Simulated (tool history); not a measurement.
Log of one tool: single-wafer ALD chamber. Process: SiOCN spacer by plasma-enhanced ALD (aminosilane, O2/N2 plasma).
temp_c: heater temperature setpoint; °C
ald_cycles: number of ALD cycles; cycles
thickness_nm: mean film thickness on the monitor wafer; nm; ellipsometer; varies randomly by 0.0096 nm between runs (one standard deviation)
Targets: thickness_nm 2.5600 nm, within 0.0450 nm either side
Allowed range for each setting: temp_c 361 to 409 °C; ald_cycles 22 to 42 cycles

run,hour,temp_c,ald_cycles,thickness_nm
1,0.0,385,32,2.1397
2,4.0,374,32,2.1492
3,7.3,374,35,2.3542
4,8.3,374,37,2.5055
5,16.4,374,41,2.7659
6,20.2,379,41,2.7538
7,24.4,379,41,2.7625
8,26.5,379,39,2.6293

4 next moves are on the table. One of them brings every result within its allowed miss. Which?
A,28.6,391,36,?
B,28.6,373,40,?
C,28.6,380,38,?
D,28.6,379,40,?

move,thickness_nm
A,2.4226
B,2.6918
C,2.5572
D,2.6918
A: pushes the last run's worst result past its target
B: lands further from the targets than the last run did
C: hits every target within its allowed miss
D: lands further from the targets than the last run did
Answer: C
